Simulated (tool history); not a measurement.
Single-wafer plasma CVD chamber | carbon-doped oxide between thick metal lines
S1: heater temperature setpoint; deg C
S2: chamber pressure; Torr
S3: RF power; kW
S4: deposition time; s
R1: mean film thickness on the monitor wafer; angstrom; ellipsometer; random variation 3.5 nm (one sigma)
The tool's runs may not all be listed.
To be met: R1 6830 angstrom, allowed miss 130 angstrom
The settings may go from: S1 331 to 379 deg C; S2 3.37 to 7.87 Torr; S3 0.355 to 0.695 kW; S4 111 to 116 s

run	hour	S1	S2	S3	S4	R1
1	0	355	5.62	0.525	116	6106.3
2	8.6	354	5.83	0.535	116	6195.2
3	15.8	353	5.96	0.545	116	6365.8
4	23.3	351	6.09	0.545	116	6406.1
5	28.7	351	6.09	0.49	116	6011.8
6	31.8	349	6.31	0.5	116	6193.9
7	33.8	347	6.48	0.505	116	6267
8	39.4	346	6.65	0.51	116	6318.2
9	40.1	345	6.78	0.515	116	6437.4

Which of these 4 next moves meets every target?
A	40.8	348	7.09	0.485	113	?
B	40.8	351	7.25	0.525	111	?
C	40.8	352	6.07	0.515	112	?
D	40.8	344	6.88	0.565	116	?

move	R1
A	6030.7
B	6158.7
C	6016.4
D	6822.2
A: further off than the last run
B: further off than the last run
C: further off than the last run
D: meets every target
Answer: D

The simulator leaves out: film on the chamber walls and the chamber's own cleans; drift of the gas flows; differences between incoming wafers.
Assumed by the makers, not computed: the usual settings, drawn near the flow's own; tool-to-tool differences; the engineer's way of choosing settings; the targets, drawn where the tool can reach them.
